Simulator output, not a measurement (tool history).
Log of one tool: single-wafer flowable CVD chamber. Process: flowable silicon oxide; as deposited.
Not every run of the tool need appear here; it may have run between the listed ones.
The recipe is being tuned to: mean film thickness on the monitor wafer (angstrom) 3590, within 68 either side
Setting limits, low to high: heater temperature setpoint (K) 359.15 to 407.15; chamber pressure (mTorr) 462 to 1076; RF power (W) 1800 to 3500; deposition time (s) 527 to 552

run  hour  heater temperature setpoint (K)  chamber pressure (mTorr)  RF power (W)  deposition time (s)  mean film thickness on the monitor wafer (angstrom)
  1     0                           383.15                       769          2650                  552                                               2415.1
  2   3.4                           393.15                       769          2650                  552                                               1693.2
  3   9.7                           393.15                       769          2650                  552                                               1696.3
  4  11.7                           389.15                       769          2650                  552                                               1943.2
     18.2  -- RF generator calibrated
  5  18.2                           386.15                       769          2650                  552                                                 2190
  6  20.7                           384.15                       769          2650                  552                                               2317.2
  7  22.9                           382.15                       769          2650                  552                                               2511.8
  8  29.7                           380.15                       769          2650                  552                                               2686.8
  9  32.6                           379.15                       769          2650                  552                                               2814.2
 10  35.8                           370.15                       770          2650                  552                                               3940.3
 11  41.4                           371.15                       770          2650                  552                                               3830.4

Exactly one of the 5 candidate moves below puts every result within its allowed miss. Which one?
  A    47                           373.15                       800          2570                  527                                                    ?
  B    47                           369.15                       738          2555                  527                                                    ?
  C    47                           370.15                       726          2790                  527                                                    ?
  D    47                           366.15                       657          2445                  527                                                    ?
  E    47                           370.15                       833          2470                  539                                                    ?

move  mean film thickness on the monitor wafer (angstrom)
   A                                               3459.7
   B                                                 3720
   C                                               3571.7
   D                                               3708.6
   E                                                 4081
A: pushes the last run's worst result past its target
B: gains on the last run, yet a result remains outside its allowed miss
C: each result inside its tolerance
D: gains on the last run, yet a result remains outside its allowed miss
E: further off than the last run
Correct choice: C, which meets every target
